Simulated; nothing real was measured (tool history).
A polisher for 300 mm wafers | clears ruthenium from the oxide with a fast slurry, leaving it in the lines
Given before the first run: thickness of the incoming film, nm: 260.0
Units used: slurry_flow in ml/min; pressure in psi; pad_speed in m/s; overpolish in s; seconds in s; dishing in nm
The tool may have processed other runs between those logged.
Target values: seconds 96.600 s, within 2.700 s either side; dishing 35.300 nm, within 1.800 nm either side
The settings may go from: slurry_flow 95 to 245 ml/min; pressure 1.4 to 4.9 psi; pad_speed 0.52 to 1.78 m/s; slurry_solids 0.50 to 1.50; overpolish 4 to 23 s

| run | hour | slurry_flow | pressure | pad_speed | slurry_solids | overpolish | seconds | dishing |
|---|---|---|---|---|---|---|---|---|
| 1 | 0.0 | 155 | 3.1 | 1.14 | 1.00 | 12 | 73.842 | 39.430 |
| 2 | 2.9 | 155 | 3.1 | 1.14 | 1.00 | 8 | 74.648 | 27.382 |
| 3 | 9.2 | 155 | 3.1 | 1.14 | 1.00 | 13 | 75.229 | 42.420 |
| 4 | 16.0 | 150 | 3.0 | 1.14 | 1.00 | 13 | 75.155 | 41.902 |
| 5 | 23.1 | 175 | 3.0 | 1.14 | 1.00 | 13 | 74.750 | 41.822 |
| 6 | 25.5 | 175 | 2.4 | 1.14 | 1.00 | 13 | 85.958 | 36.158 |
| 7 | 28.8 | 170 | 2.3 | 1.14 | 1.00 | 13 | 89.869 | 34.080 |
| 8 | 33.4 | 165 | 2.3 | 1.14 | 1.00 | 13 | 89.400 | 34.969 |
| 9 | 36.2 | 165 | 2.3 | 1.14 | 1.00 | 13 | 89.959 | 34.809 |
| 10 | 39.7 | 160 | 2.3 | 1.14 | 1.00 | 13 | 89.996 | 34.833 |
| 11 | 43.6 | 160 | 2.3 | 1.14 | 1.00 | 13 | 91.797 | 35.268 |
| 12 | 50.9 | 155 | 2.3 | 1.14 | 1.00 | 13 | 90.158 | 35.070 |

5 candidate next runs follow, results not yet known. Just one meets every target within its allowed miss. Identify it.
| A | 58.2 | 155 | 2.2 | 1.16 | 0.90 | 14 | ? | ? |
| B | 58.2 | 150 | 1.8 | 1.14 | 1.05 | 15 | ? | ? |
| C | 58.2 | 165 | 2.3 | 0.96 | 1.05 | 17 | ? | ? |
| D | 58.2 | 140 | 2.4 | 1.06 | 0.85 | 15 | ? | ? |
| E | 58.2 | 135 | 2.3 | 1.08 | 0.90 | 15 | ? | ? |

| move | seconds | dishing |
|---|---|---|
| A | 96.850 | 35.566 |
| B | 104.400 | 35.368 |
| C | 103.340 | 40.052 |
| D | 103.470 | 35.662 |
| E | 102.490 | 35.974 |
A: every result within its allowed miss
B: the result that was furthest off in the last run now lies on the other side of its target
C: the result that was furthest off in the last run now lies on the other side of its target
D: the result that was furthest off in the last run now lies on the other side of its target
E: the result that was furthest off in the last run now lies on the other side of its target
The move that meets every target is A.

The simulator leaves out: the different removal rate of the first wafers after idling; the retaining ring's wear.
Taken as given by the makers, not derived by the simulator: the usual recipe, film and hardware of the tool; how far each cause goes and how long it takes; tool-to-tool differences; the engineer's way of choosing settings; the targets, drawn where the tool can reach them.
